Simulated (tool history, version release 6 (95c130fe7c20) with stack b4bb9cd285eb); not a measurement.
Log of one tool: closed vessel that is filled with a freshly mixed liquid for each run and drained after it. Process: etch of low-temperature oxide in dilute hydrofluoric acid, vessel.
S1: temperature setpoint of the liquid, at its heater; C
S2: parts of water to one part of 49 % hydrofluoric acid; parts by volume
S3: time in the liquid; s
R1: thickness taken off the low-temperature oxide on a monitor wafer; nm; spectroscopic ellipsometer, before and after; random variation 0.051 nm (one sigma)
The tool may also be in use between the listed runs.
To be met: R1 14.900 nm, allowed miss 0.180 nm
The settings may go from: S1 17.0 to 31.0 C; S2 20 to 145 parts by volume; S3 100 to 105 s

run	hour	S1	S2	S3	R1
1	0.0	23.0	80	100	12.332
2	7.9	23.0	80	100	12.236
3	10.2	24.5	80	100	13.099
4	12.3	25.5	80	100	13.653
5	15.4	26.0	80	100	13.846
6	19.0	26.0	60	100	18.918
7	27.2	22.0	60	100	16.176
8	29.8	21.5	60	100	15.783
9	32.2	21.0	60	100	15.572
10	33.0	20.5	60	100	15.214

4 next moves are on the table. One of them brings every result within its allowed miss. Which?
A	33.8	17.5	55	105	?
B	33.8	21.0	65	105	?
C	33.8	20.5	65	105	?
D	33.8	19.5	60	100	?

move	R1
A	15.413
B	14.925
C	14.618
D	14.558
A: further off than the last run
B: meets every target
C: takes the result that was furthest off past its target
D: takes the result that was furthest off past its target
Move B is the one to make.
